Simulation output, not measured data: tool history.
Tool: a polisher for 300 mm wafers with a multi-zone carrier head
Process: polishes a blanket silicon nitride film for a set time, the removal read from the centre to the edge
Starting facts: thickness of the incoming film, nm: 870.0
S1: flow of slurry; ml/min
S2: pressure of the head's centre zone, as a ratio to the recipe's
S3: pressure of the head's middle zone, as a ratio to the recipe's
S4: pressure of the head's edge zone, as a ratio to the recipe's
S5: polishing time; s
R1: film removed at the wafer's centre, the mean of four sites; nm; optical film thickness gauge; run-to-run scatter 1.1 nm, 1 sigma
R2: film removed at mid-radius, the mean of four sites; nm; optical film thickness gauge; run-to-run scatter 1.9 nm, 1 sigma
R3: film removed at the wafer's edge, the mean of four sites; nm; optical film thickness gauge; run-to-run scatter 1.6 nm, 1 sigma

run 1 hour=0 | S1=210 S2=1 S3=1 S4=1 S5=71 | R1=203.84 R2=190.25 R3=194.28
run 2 hour=6.8 | S1=210 S2=1 S3=1 S4=1 S5=79 | R1=225.25 R2=217.16 R3=217.62
run 3 hour=10.8 | S1=210 S2=1 S3=1 S4=0.94 S5=79 | R1=223.36 R2=213.8 R3=206.66
run 4 hour=18.7 | S1=210 S2=1 S3=1 S4=0.98 S5=79 | R1=224.66 R2=219.56 R3=215.24
run 5 hour=20.1 | S1=190 S2=1 S3=1 S4=0.98 S5=79 | R1=224.35 R2=211.79 R3=213.05
run 6 hour=24.3 | S1=190 S2=1 S3=1.05 S4=0.98 S5=79 | R1=222.02 R2=224.26 R3=210.88

Expected results for the next run?
run 7 hour=26.5 | S1=185 S2=1 S3=1.05 S4=0.93 S5=76 | R1=? R2=? R3=?

{"run 7": {"R1": 213.2, "R2": 217.59, "R3": 201.1}}
